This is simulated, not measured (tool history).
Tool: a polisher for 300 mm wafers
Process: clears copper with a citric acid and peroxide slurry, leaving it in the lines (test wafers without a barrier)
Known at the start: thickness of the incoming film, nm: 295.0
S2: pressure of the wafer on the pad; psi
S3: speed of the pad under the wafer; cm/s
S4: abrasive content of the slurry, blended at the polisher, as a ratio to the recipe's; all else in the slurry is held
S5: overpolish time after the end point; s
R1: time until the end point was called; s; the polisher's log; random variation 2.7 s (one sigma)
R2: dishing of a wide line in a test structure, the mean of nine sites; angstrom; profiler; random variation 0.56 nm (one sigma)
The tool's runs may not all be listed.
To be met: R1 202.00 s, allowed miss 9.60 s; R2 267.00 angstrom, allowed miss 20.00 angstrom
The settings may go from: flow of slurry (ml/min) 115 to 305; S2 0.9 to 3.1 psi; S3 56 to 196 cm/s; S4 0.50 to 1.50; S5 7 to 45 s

{"run": 1, "day": 0.0, "flow of slurry (ml/min)": 195, "S2": 2.0, "S3": 126, "S4": 1.0, "S5": 23, "R1": 138.02, "R2": 372.11}
{"run": 2, "day": 0.138, "flow of slurry (ml/min)": 195, "S2": 1.8, "S3": 124, "S4": 1.0, "S5": 23, "R1": 148.79, "R2": 338.94}
{"run": 3, "day": 0.179, "flow of slurry (ml/min)": 195, "S2": 1.8, "S3": 106, "S4": 1.0, "S5": 23, "R1": 167.62, "R2": 296.1}
{"run": 4, "day": 0.488, "flow of slurry (ml/min)": 155, "S2": 1.8, "S3": 106, "S4": 1.0, "S5": 23, "R1": 178.34, "R2": 283.74}
{"run": 5, "day": 0.546, "flow of slurry (ml/min)": 155, "S2": 1.8, "S3": 106, "S4": 1.0, "S5": 31, "R1": 182.44, "R2": 363.76}
{"run": 6, "day": 0.588, "flow of slurry (ml/min)": 155, "S2": 1.7, "S3": 106, "S4": 1.0, "S5": 29, "R1": 190.32, "R2": 330.27}
{"run": 7, "day": 0.892, "flow of slurry (ml/min)": 155, "S2": 1.7, "S3": 106, "S4": 1.0, "S5": 28, "R1": 189.2, "R2": 318.26}
{"run": 8, "day": 1.046, "flow of slurry (ml/min)": 150, "S2": 1.7, "S3": 106, "S4": 1.0, "S5": 27, "R1": 192.05, "R2": 316.53}
{"run": 9, "day": 1.162, "flow of slurry (ml/min)": 150, "S2": 1.7, "S3": 106, "S4": 1.0, "S5": 27, "R1": 185.13, "R2": 315.14}
{"run": 10, "day": 1.254, "flow of slurry (ml/min)": 150, "S2": 1.6, "S3": 106, "S4": 1.0, "S5": 26, "R1": 199.9, "R2": 298.13}

4 next moves are on the table. One of them brings every result within its allowed miss. Which?
{"run": "A", "day": 1.346, "flow of slurry (ml/min)": 160, "S2": 1.6, "S3": 118, "S4": 0.95, "S5": 22, "R1": "?", "R2": "?"}
{"run": "B", "day": 1.346, "flow of slurry (ml/min)": 190, "S2": 1.1, "S3": 172, "S4": 0.85, "S5": 25, "R1": "?", "R2": "?"}
{"run": "C", "day": 1.346, "flow of slurry (ml/min)": 170, "S2": 1.6, "S3": 106, "S4": 0.9, "S5": 30, "R1": "?", "R2": "?"}
{"run": "D", "day": 1.346, "flow of slurry (ml/min)": 155, "S2": 1.7, "S3": 96, "S4": 1.0, "S5": 24, "R1": "?", "R2": "?"}

move=A R1=179.38 R2=275.19
move=B R1=174.47 R2=309.93
move=C R1=195.22 R2=336.73
move=D R1=201.76 R2=268.46
A: brings the result that was furthest off to its target, and leaves another outside
B: further off than the last run
C: further off than the last run
D: meets every target
The right move is D.

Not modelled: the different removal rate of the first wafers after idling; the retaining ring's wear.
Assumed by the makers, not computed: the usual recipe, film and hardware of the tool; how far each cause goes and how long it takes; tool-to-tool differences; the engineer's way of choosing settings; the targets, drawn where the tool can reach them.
